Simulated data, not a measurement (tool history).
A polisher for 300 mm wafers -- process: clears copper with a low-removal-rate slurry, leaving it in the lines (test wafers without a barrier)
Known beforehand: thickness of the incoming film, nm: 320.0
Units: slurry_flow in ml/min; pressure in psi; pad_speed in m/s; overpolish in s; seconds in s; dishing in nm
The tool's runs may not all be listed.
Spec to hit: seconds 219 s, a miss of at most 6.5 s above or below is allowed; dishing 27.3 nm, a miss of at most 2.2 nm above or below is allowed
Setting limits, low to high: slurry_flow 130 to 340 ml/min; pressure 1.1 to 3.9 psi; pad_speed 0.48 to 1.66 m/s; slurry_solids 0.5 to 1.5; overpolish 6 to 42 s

| run | day | slurry_flow | pressure | pad_speed | slurry_solids | overpolish | seconds | dishing |
|---|---|---|---|---|---|---|---|---|
| 1 | 0 | 220 | 2.5 | 1.06 | 1 | 21 | 129.8 | 34.593 |
| 2 | 0.271 | 220 | 2.5 | 1.06 | 1 | 14 | 127.16 | 23.813 |
| 3 | 0.608 | 220 | 2.3 | 1.06 | 1 | 15 | 141.53 | 23.571 |
| 4 | 0.767 | 220 | 1.7 | 1.06 | 1 | 15 | 188.5 | 18.021 |
| 5 | 0.888 | 220 | 1.7 | 1.06 | 1.2 | 15 | 176.51 | 19.402 |
| 6 | 1.046 | 220 | 1.7 | 1.06 | 1 | 15 | 186.75 | 18.671 |
| 7 | 1.238 | 205 | 1.3 | 1.06 | 1 | 25 | 246.76 | 22.338 |
| 8 | 1.333 | 215 | 1.3 | 1.06 | 1 | 25 | 241.72 | 23.271 |

Of the 4 settings listed for the next run, only one would bring every result within its allowed miss of target. Which one?
| A | 1.429 | 270 | 1.5 | 1.02 | 0.9 | 28 | ? | ? |
| B | 1.429 | 215 | 1.5 | 1 | 1.1 | 35 | ? | ? |
| C | 1.429 | 200 | 1.4 | 1.12 | 1 | 36 | ? | ? |
| D | 1.429 | 200 | 1.9 | 0.86 | 1 | 35 | ? | ? |

| move | seconds | dishing |
|---|---|---|
| A | 222.68 | 28.601 |
| B | 218.7 | 34.631 |
| C | 217.84 | 35.331 |
| D | 210.16 | 36.216 |
A: hits every target within its allowed miss
B: brings the last run's worst result on target, with another outside its allowed miss
C: brings the last run's worst result on target, with another outside its allowed miss
D: the result that was furthest off in the last run now lies on the other side of its target
A meets every target.
